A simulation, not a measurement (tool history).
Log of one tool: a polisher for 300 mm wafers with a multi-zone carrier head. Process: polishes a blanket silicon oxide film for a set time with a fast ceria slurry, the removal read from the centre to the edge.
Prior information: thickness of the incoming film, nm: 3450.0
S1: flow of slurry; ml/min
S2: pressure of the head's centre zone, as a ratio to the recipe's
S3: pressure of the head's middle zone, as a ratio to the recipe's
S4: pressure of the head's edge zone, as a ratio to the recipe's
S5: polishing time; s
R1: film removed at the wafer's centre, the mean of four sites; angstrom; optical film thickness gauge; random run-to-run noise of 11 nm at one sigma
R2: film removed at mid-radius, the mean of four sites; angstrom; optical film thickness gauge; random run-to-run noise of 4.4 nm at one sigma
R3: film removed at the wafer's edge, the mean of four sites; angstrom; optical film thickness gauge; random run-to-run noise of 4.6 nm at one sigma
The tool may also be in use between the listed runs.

run 1 hour=0.0 | S1=315 S2=1.00 S3=1.00 S4=1.00 S5=36 | R1=5564.7 R2=5138.9 R3=4913.2
run 2 hour=7.8 | S1=315 S2=1.00 S3=1.00 S4=1.00 S5=45 | R1=6789.5 R2=6361.0 R3=6138.0
run 3 hour=13.1 | S1=325 S2=1.00 S3=1.00 S4=1.06 S5=46 | R1=7041.3 R2=6552.5 R3=6447.3
run 4 hour=16.5 | S1=325 S2=1.00 S3=1.00 S4=1.14 S5=46 | R1=7110.9 R2=6642.7 R3=6710.5
run 5 hour=19.3 | S1=325 S2=1.00 S3=1.00 S4=1.14 S5=54 | R1=8080.7 R2=7776.3 R3=7960.8
run 6 hour=25.8 | S1=310 S2=1.00 S3=0.98 S4=1.12 S5=54 | R1=8135.8 R2=7550.5 R3=7792.3

Run 7 is up next; what results do you expect?
run 7 hour=29.1 | S1=290 S2=0.99 S3=0.97 S4=1.12 S5=54 | R1=? R2=? R3=?

R1: 8274.6 angstrom
R2: 7489.1 angstrom
R3: 7831.4 angstrom

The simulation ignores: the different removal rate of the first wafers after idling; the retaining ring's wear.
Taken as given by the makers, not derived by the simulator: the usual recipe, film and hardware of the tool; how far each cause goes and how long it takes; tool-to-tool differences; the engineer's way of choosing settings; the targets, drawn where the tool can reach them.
